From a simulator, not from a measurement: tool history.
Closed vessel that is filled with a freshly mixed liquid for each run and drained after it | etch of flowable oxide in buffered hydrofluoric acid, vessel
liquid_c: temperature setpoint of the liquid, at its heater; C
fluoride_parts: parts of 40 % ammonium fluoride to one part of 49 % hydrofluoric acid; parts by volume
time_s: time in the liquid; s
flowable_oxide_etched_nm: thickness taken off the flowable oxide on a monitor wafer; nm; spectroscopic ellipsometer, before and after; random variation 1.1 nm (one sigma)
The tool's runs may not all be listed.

| run | hour | liquid_c | fluoride_parts | time_s | flowable_oxide_etched_nm |
|---|---|---|---|---|---|
| 1 | 0 | 20 | 15.5 | 30 | 57.456 |
| 2 | 3.8 | 21 | 15 | 30 | 62.842 |
| 3 | 10.7 | 21 | 17 | 30 | 55.52 |
| 4 | 15.1 | 22 | 16 | 30 | 61.976 |
| 5 | 17.1 | 22 | 16 | 30 | 62.297 |
| 6 | 24 | 22.5 | 15 | 30 | 69.168 |
| 7 | 31.1 | 23 | 14.5 | 30 | 72.554 |
| 8 | 34.4 | 23.5 | 14 | 30 | 77.04 |

Forecast run 9:
| 9 | 43.2 | 24 | 13.5 | 30 | ? |

Run 9 gave flowable_oxide_etched_nm 82.055 nm.

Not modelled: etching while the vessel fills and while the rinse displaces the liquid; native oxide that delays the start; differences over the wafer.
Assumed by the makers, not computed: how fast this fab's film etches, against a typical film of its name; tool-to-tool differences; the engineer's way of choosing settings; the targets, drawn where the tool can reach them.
